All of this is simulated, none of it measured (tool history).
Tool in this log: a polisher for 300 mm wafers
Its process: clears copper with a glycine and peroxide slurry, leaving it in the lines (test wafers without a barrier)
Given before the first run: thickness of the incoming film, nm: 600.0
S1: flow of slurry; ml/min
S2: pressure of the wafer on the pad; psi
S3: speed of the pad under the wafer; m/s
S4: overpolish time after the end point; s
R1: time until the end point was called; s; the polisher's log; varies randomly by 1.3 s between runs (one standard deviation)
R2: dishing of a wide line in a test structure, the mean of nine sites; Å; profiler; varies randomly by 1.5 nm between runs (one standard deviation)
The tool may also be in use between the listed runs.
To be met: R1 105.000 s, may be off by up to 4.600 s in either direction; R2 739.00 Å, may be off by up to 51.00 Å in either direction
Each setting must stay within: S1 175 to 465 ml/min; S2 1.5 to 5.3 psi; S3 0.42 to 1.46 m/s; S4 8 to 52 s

{"run": 1, "day": 0.0, "S1": 295, "S2": 3.4, "S3": 0.94, "S4": 26, "R1": 77.922, "R2": 821.66}
{"run": 2, "day": 0.021, "S1": 295, "S2": 3.8, "S3": 0.94, "S4": 26, "R1": 72.337, "R2": 874.28}
{"run": 3, "day": 0.275, "S1": 295, "S2": 3.5, "S3": 0.94, "S4": 27, "R1": 79.607, "R2": 878.11}
{"run": 4, "day": 0.45, "S1": 270, "S2": 3.5, "S3": 0.94, "S4": 27, "R1": 78.643, "R2": 873.9}
{"run": 5, "day": 0.762, "S1": 270, "S2": 3.3, "S3": 0.94, "S4": 27, "R1": 81.56, "R2": 851.08}
{"run": 6, "day": 1.062, "S1": 270, "S2": 3.1, "S3": 0.94, "S4": 27, "R1": 87.477, "R2": 784.25}
{"run": 7, "day": 1.4, "S1": 270, "S2": 3.0, "S3": 0.94, "S4": 28, "R1": 89.991, "R2": 835.52}
{"run": 8, "day": 1.662, "S1": 270, "S2": 2.3, "S3": 0.92, "S4": 25, "R1": 108.68, "R2": 647.72}
{"run": 9, "day": 1.929, "S1": 270, "S2": 2.3, "S3": 0.92, "S4": 26, "R1": 111.43, "R2": 675.49}

Which of these 4 next moves meets every target?
{"run": "A", "day": 2.196, "S1": 235, "S2": 2.1, "S3": 1.12, "S4": 31, "R1": "?", "R2": "?"}
{"run": "B", "day": 2.196, "S1": 235, "S2": 2.3, "S3": 1.18, "S4": 26, "R1": "?", "R2": "?"}
{"run": "C", "day": 2.196, "S1": 295, "S2": 2.6, "S3": 0.64, "S4": 32, "R1": "?", "R2": "?"}
{"run": "D", "day": 2.196, "S1": 280, "S2": 2.0, "S3": 0.94, "S4": 35, "R1": "?", "R2": "?"}

move=A R1=106.590 R2=773.59
move=B R1=96.379 R2=747.00
move=C R1=122.480 R2=761.51
move=D R1=120.140 R2=778.14
A: all results in spec
B: pushes the last run's worst result past its target
C: the biggest miss grows against the last run
D: the biggest miss grows against the last run
Correct choice: A, which meets every target
